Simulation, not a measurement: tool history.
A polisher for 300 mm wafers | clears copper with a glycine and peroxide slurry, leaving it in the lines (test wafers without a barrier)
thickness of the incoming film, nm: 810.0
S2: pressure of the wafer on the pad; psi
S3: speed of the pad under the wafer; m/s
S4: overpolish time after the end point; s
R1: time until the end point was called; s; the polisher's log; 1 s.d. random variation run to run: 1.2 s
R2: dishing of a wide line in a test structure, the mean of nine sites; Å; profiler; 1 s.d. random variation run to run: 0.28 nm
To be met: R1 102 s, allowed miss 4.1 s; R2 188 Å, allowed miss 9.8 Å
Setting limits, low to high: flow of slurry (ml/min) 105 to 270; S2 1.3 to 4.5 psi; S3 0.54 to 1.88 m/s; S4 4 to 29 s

{"run": 1, "hour": 0.0, "flow of slurry (ml/min)": 175, "S2": 2.9, "S3": 1.2, "S4": 15, "R1": 100.65, "R2": 355.76}
{"run": 2, "hour": 1.0, "flow of slurry (ml/min)": 135, "S2": 2.9, "S3": 1.2, "S4": 15, "R1": 110.14, "R2": 356.21}
{"run": 3, "hour": 4.6, "flow of slurry (ml/min)": 165, "S2": 2.5, "S3": 1.28, "S4": 13, "R1": 113.83, "R2": 328.68}
{"run": 4, "hour": 10.9, "flow of slurry (ml/min)": 190, "S2": 2.2, "S3": 1.4, "S4": 11, "R1": 116.33, "R2": 312.14}
{"run": 5, "hour": 13.3, "flow of slurry (ml/min)": 190, "S2": 2.2, "S3": 1.6, "S4": 11, "R1": 108.1, "R2": 321.26}
{"run": 6, "hour": 14.4, "flow of slurry (ml/min)": 210, "S2": 2.2, "S3": 1.56, "S4": 9, "R1": 110.36, "R2": 287.09}
{"run": 7, "hour": 23.0, "flow of slurry (ml/min)": 260, "S2": 3, "S3": 1.22, "S4": 4, "R1": 93.6, "R2": 194.15}
{"run": 8, "hour": 26.1, "flow of slurry (ml/min)": 260, "S2": 3, "S3": 1.2, "S4": 4, "R1": 92.624, "R2": 198.56}
{"run": 9, "hour": 34.7, "flow of slurry (ml/min)": 260, "S2": 3, "S3": 1.16, "S4": 4, "R1": 95.817, "R2": 198.04}

Exercise: of the 4 proposed moves below, exactly one satisfies all targets within the stated allowed misses. Which move is it?
{"run": "A", "hour": 43.3, "flow of slurry (ml/min)": 250, "S2": 3.2, "S3": 1.24, "S4": 4, "R1": "?", "R2": "?"}
{"run": "B", "hour": 43.3, "flow of slurry (ml/min)": 270, "S2": 3, "S3": 1.02, "S4": 4, "R1": "?", "R2": "?"}
{"run": "C", "hour": 43.3, "flow of slurry (ml/min)": 270, "S2": 3.2, "S3": 1.28, "S4": 4, "R1": "?", "R2": "?"}
{"run": "D", "hour": 43.3, "flow of slurry (ml/min)": 270, "S2": 3.3, "S3": 1.1, "S4": 4, "R1": "?", "R2": "?"}

move=A R1=90.847 R2=207.39
move=B R1=105.04 R2=189.07
move=C R1=88.601 R2=210.64
move=D R1=93.314 R2=204.18
A: lands further from the targets than the last run did
B: every result lands within tolerance
C: lands further from the targets than the last run did
D: lands further from the targets than the last run did
Answer: B
